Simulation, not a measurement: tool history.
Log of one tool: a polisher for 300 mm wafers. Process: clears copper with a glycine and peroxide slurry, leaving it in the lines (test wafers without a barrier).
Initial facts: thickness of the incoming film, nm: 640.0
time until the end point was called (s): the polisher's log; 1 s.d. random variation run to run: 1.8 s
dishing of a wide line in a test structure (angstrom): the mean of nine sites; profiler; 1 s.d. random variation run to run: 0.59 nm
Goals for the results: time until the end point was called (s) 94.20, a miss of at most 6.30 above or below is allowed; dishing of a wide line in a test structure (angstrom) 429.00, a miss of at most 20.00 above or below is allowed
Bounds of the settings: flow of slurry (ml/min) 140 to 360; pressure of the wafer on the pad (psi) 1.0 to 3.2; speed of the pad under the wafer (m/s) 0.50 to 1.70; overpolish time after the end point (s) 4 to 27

| run | hour | flow of slurry (ml/min) | pressure of the wafer on the pad (psi) | speed of the pad under the wafer (m/s) | overpolish time after the end point (s) | time until the end point was called (s) | dishing of a wide line in a test structure (angstrom) |
|---|---|---|---|---|---|---|---|
| 1 | 0.0 | 230 | 2.1 | 1.10 | 14 | 142.57 | 428.51 |
| 2 | 3.4 | 230 | 2.1 | 0.86 | 14 | 166.53 | 376.12 |
| 3 | 8.4 | 230 | 1.8 | 0.86 | 14 | 187.50 | 342.57 |
| 4 | 13.6 | 230 | 2.0 | 0.90 | 13 | 170.63 | 359.42 |
| 5 | 14.7 | 230 | 2.2 | 0.94 | 12 | 159.30 | 360.07 |
| 6 | 20.6 | 280 | 2.2 | 0.94 | 12 | 144.90 | 360.86 |
| 7 | 29.4 | 290 | 2.3 | 0.96 | 12 | 137.57 | 380.55 |
| 8 | 34.6 | 295 | 2.4 | 0.98 | 12 | 137.55 | 408.89 |
| 9 | 42.2 | 300 | 2.5 | 1.02 | 11 | 130.23 | 409.75 |
|  | 43.7 | slurry nozzle cleaned |
| 10 | 43.7 | 310 | 2.6 | 1.06 | 10 | 115.31 | 399.97 |
| 11 | 48.9 | 310 | 2.7 | 1.08 | 10 | 109.38 | 421.16 |
| 12 | 49.8 | 310 | 2.9 | 1.10 | 9 | 107.33 | 402.72 |

4 next moves are on the table. One of them brings every result within its allowed miss. Which?
| A | 50.7 | 300 | 2.8 | 0.94 | 10 | ? | ? |
| B | 50.7 | 250 | 2.3 | 1.68 | 9 | ? | ? |
| C | 50.7 | 255 | 2.5 | 1.18 | 12 | ? | ? |
| D | 50.7 | 340 | 2.4 | 1.14 | 11 | ? | ? |

| move | time until the end point was called (s) | dishing of a wide line in a test structure (angstrom) |
|---|---|---|
| A | 119.83 | 384.08 |
| B | 92.05 | 432.07 |
| C | 112.94 | 467.90 |
| D | 116.57 | 423.38 |
A: its largest miss is bigger than the last run's
B: each result inside its tolerance
C: its largest miss is bigger than the last run's
D: its largest miss is bigger than the last run's
B meets every target.
